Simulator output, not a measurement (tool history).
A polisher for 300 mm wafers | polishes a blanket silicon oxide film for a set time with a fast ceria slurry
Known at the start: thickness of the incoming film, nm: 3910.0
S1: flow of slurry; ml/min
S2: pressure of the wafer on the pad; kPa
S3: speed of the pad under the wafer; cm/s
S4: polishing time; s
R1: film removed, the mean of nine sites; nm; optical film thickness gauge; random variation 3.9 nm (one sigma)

run  hour   S1    S2  S3  S4      R1
  1   0.0  185  17.9  78  77  933.60
  2   1.1  180  15.2  78  77  789.20
  3   7.1  180  15.2  78  77  785.70
  4  15.8  175  13.8  78  77  711.05
  5  18.4  175  12.4  78  77  641.75
  6  19.1  170  11.7  78  77  604.14
  7  25.0  160  11.7  78  77  593.26
  8  28.7  150  11.7  78  77  592.25
  9  34.2  145  11.7  78  77  590.71
 10  40.3  140  11.7  78  77  582.08

Forecast run 11:
 11  45.2  135  11.7  78  77   ?

Run 11 gave R1 576.45 nm.

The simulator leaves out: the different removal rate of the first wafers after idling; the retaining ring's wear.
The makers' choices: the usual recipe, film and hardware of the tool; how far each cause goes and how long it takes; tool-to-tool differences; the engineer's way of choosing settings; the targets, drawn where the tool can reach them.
